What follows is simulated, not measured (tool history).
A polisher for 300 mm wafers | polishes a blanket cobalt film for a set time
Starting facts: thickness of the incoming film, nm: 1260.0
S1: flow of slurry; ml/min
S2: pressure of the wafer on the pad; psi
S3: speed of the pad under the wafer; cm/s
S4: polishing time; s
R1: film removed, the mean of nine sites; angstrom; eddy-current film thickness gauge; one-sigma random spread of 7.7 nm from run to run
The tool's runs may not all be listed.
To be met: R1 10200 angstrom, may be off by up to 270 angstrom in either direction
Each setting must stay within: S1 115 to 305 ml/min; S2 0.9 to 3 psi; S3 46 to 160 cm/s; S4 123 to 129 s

run,day,S1,S2,S3,S4,R1
1,0,195,1.9,102,123,6998.6
2,0.188,195,1.9,90,123,6231.7
3,0.367,195,1.9,100,123,6942.1
4,0.438,195,1.6,100,123,5883.2
5,0.496,195,1.6,100,123,5864
6,0.667,200,1.8,100,123,6532.7
7,0.788,200,2,100,123,7280.5
8,1.162,235,2.6,100,123,9594.7

Exactly one of the 4 candidate moves below puts every result within its allowed miss. Which one?
A,1.538,255,2.5,100,126,?
B,1.538,270,2.8,86,126,?
C,1.538,235,2.6,100,129,?
D,1.538,230,2.3,110,126,?

move,R1
A,9622.7
B,9348.9
C,10141
D,9613.6
A: roughly where the last run was
B: its largest miss is bigger than the last run's
C: meets every target
D: roughly where the last run was
C is the move that brings every result within its allowed miss.

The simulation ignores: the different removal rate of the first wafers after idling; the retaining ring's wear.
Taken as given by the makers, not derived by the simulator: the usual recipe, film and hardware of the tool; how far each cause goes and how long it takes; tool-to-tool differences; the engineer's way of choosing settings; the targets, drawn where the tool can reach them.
